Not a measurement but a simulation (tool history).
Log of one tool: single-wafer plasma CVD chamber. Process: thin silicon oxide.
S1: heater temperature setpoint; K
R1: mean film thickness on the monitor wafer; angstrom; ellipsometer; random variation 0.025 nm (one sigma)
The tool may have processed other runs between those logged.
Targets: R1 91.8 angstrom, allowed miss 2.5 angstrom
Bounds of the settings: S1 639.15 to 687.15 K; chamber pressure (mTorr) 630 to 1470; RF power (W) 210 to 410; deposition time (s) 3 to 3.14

Run 1, hour 0: S1 663.15 K, chamber pressure (mTorr) 1050, RF power (W) 310, deposition time (s) 3.14. Result: R1 80.596 angstrom.
Run 2, hour 2.1: S1 663.15 K, chamber pressure (mTorr) 1110, RF power (W) 315, deposition time (s) 3.14. Result: R1 85.567 angstrom.
Run 3, hour 7.2: S1 663.15 K, chamber pressure (mTorr) 1110, RF power (W) 340, deposition time (s) 3.14. Result: R1 89.001 angstrom.
Run 4, hour 13.8: S1 663.15 K, chamber pressure (mTorr) 1230, RF power (W) 340, deposition time (s) 3.14. Result: R1 95.421 angstrom.
Run 5, hour 22.1: S1 654.15 K, chamber pressure (mTorr) 1230, RF power (W) 340, deposition time (s) 3.14. Result: R1 96.79 angstrom.
Run 6, hour 22.7: S1 654.15 K, chamber pressure (mTorr) 1300, RF power (W) 340, deposition time (s) 3.14. Result: R1 99.238 angstrom.
Run 7, hour 23.8: S1 654.15 K, chamber pressure (mTorr) 1260, RF power (W) 340, deposition time (s) 3.14. Result: R1 97.737 angstrom.
Run 8, hour 30.8: S1 654.15 K, chamber pressure (mTorr) 1230, RF power (W) 340, deposition time (s) 3.14. Result: R1 96.232 angstrom.
Run 9, hour 38.5: S1 654.15 K, chamber pressure (mTorr) 1210, RF power (W) 340, deposition time (s) 3.14. Result: R1 95.473 angstrom.
Run 10, hour 45.1: S1 654.15 K, chamber pressure (mTorr) 1190, RF power (W) 340, deposition time (s) 3.14. Result: R1 94.248 angstrom.

Which one of the following 5 next-run settings gets every result inside its allowed miss? There is exactly one.
Run A, hour 51.7: S1 645.15 K, chamber pressure (mTorr) 1130, RF power (W) 340, deposition time (s) 3. Result: R1 ?.
Run B, hour 51.7: S1 677.15 K, chamber pressure (mTorr) 1300, RF power (W) 330, deposition time (s) 3.14. Result: R1 ?.
Run C, hour 51.7: S1 639.15 K, chamber pressure (mTorr) 1300, RF power (W) 360, deposition time (s) 3. Result: R1 ?.
Run D, hour 51.7: S1 668.15 K, chamber pressure (mTorr) 1150, RF power (W) 335, deposition time (s) 3.14. Result: R1 ?.
Run E, hour 51.7: S1 655.15 K, chamber pressure (mTorr) 1190, RF power (W) 345, deposition time (s) 3.14. Result: R1 ?.

move      R1
   A  87.731
   B  96.003
   C  98.526
   D   91.03
   E  95.216
A: takes the biggest miss from the last run beyond its target
B: misses by more than the last run did
C: misses by more than the last run did
D: meets every target
E: misses by more than the last run did
The right move is D.
